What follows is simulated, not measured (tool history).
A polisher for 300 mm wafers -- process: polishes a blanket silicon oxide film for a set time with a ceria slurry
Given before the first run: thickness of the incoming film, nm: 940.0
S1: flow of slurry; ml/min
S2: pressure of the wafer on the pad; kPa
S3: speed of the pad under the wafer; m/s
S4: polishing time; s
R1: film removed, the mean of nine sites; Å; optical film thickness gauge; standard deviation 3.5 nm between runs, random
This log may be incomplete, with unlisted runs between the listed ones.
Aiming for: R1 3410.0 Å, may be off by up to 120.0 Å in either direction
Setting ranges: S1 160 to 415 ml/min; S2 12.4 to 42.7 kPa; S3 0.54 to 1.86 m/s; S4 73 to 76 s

{"run": 1, "hour": 0.0, "S1": 265, "S2": 27.6, "S3": 1.18, "S4": 73, "R1": 3998.4}
{"run": 2, "hour": 3.3, "S1": 265, "S2": 27.6, "S3": 1.18, "S4": 76, "R1": 4012.0}
{"run": 3, "hour": 5.5, "S1": 265, "S2": 27.6, "S3": 1.36, "S4": 76, "R1": 4678.8}
{"run": 4, "hour": 12.3, "S1": 265, "S2": 25.5, "S3": 1.36, "S4": 76, "R1": 4391.2}
{"run": 5, "hour": 20.0, "S1": 265, "S2": 23.4, "S3": 1.36, "S4": 76, "R1": 4099.3}
{"run": 6, "hour": 22.8, "S1": 265, "S2": 22.1, "S3": 1.36, "S4": 76, "R1": 3928.1}
{"run": 7, "hour": 31.7, "S1": 265, "S2": 20.7, "S3": 1.36, "S4": 76, "R1": 3720.7}
{"run": 8, "hour": 36.0, "S1": 265, "S2": 20.7, "S3": 1.36, "S4": 76, "R1": 3693.3}
{"run": 9, "hour": 36.6, "S1": 265, "S2": 20.0, "S3": 1.36, "S4": 76, "R1": 3543.2}

Exercise: of the 5 proposed moves below, exactly one satisfies all targets within the stated allowed misses. Which move is it?
{"run": "A", "hour": 37.2, "S1": 235, "S2": 17.9, "S3": 1.58, "S4": 76, "R1": "?"}
{"run": "B", "hour": 37.2, "S1": 265, "S2": 21.4, "S3": 1.26, "S4": 74, "R1": "?"}
{"run": "C", "hour": 37.2, "S1": 310, "S2": 22.1, "S3": 1.14, "S4": 73, "R1": "?"}
{"run": "D", "hour": 37.2, "S1": 300, "S2": 17.2, "S3": 1.56, "S4": 76, "R1": "?"}
{"run": "E", "hour": 37.2, "S1": 280, "S2": 15.9, "S3": 1.74, "S4": 73, "R1": "?"}

move=A R1=3700.9
move=B R1=3378.5
move=C R1=3154.2
move=D R1=3641.2
move=E R1=3622.0
A: its largest miss is bigger than the last run's
B: all results in spec
C: pushes the last run's worst result past its target
D: its largest miss is bigger than the last run's
E: its largest miss is bigger than the last run's
Correct choice: B, which meets every target

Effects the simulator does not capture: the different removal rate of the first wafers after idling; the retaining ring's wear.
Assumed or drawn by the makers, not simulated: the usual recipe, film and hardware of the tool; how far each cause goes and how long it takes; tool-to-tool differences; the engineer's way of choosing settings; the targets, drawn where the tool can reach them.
